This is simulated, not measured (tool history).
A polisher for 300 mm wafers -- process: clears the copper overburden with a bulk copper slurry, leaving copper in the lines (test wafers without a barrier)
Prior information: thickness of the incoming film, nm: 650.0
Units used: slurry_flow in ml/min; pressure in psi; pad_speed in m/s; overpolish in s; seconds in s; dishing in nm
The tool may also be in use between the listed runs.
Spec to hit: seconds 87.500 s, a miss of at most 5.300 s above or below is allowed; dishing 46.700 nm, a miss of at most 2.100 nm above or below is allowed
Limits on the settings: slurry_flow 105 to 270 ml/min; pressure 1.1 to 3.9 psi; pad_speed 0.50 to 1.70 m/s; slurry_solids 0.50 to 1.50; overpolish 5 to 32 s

Run 1, hour 0.0: slurry_flow 175 ml/min, pressure 2.5 psi, pad_speed 1.10 m/s, slurry_solids 1.00, overpolish 16 s. Result: seconds 65.373 s, dishing 62.971 nm.
Run 2, hour 2.6: slurry_flow 175 ml/min, pressure 2.3 psi, pad_speed 1.10 m/s, slurry_solids 1.00, overpolish 15 s. Result: seconds 68.734 s, dishing 55.837 nm.
Run 3, hour 3.8: slurry_flow 175 ml/min, pressure 2.1 psi, pad_speed 1.08 m/s, slurry_solids 1.00, overpolish 15 s. Result: seconds 79.582 s, dishing 52.656 nm.
Run 4, hour 6.3: slurry_flow 175 ml/min, pressure 2.1 psi, pad_speed 1.08 m/s, slurry_solids 1.00, overpolish 18 s. Result: seconds 79.210 s, dishing 57.787 nm.
Run 5, hour 11.6: slurry_flow 175 ml/min, pressure 2.1 psi, pad_speed 1.22 m/s, slurry_solids 1.00, overpolish 18 s. Result: seconds 69.621 s, dishing 62.845 nm.
Run 6, hour 13.1: slurry_flow 175 ml/min, pressure 2.1 psi, pad_speed 1.22 m/s, slurry_solids 0.85, overpolish 18 s. Result: seconds 72.702 s, dishing 60.910 nm.
Run 7, hour 18.1: slurry_flow 175 ml/min, pressure 2.1 psi, pad_speed 1.22 m/s, slurry_solids 0.85, overpolish 18 s. Result: seconds 70.366 s, dishing 59.753 nm.
Run 8, hour 26.7: slurry_flow 175 ml/min, pressure 1.9 psi, pad_speed 1.22 m/s, slurry_solids 0.85, overpolish 17 s. Result: seconds 77.264 s, dishing 55.478 nm.
Run 9, hour 27.4: slurry_flow 175 ml/min, pressure 1.8 psi, pad_speed 1.22 m/s, slurry_solids 0.85, overpolish 16 s. Result: seconds 80.593 s, dishing 51.836 nm.
Run 10, hour 33.2: slurry_flow 175 ml/min, pressure 1.7 psi, pad_speed 1.22 m/s, slurry_solids 0.85, overpolish 16 s. Result: seconds 87.608 s, dishing 50.670 nm.

Which single option among these 5 for the next run brings every result within its allowed miss of target? Just one does.
Run A, hour 39.0: slurry_flow 140 ml/min, pressure 2.1 psi, pad_speed 1.00 m/s, slurry_solids 1.10, overpolish 17 s. Result: seconds ?, dishing ?.
Run B, hour 39.0: slurry_flow 165 ml/min, pressure 2.2 psi, pad_speed 1.04 m/s, slurry_solids 0.50, overpolish 17 s. Result: seconds ?, dishing ?.
Run C, hour 39.0: slurry_flow 195 ml/min, pressure 1.9 psi, pad_speed 1.32 m/s, slurry_solids 0.85, overpolish 11 s. Result: seconds ?, dishing ?.
Run D, hour 39.0: slurry_flow 130 ml/min, pressure 2.1 psi, pad_speed 1.20 m/s, slurry_solids 0.95, overpolish 13 s. Result: seconds ?, dishing ?.
Run E, hour 39.0: slurry_flow 145 ml/min, pressure 1.7 psi, pad_speed 1.22 m/s, slurry_solids 0.95, overpolish 14 s. Result: seconds ?, dishing ?.

move  seconds  dishing
   A   85.117   55.742
   B   89.500   54.770
   C   72.512   47.208
   D   74.511   51.925
   E   88.402   47.513
A: misses by more than the last run did
B: misses by more than the last run did
C: the furthest-off result lands on target, but another misses its tolerance
D: misses by more than the last run did
E: meets every target
E meets every target.

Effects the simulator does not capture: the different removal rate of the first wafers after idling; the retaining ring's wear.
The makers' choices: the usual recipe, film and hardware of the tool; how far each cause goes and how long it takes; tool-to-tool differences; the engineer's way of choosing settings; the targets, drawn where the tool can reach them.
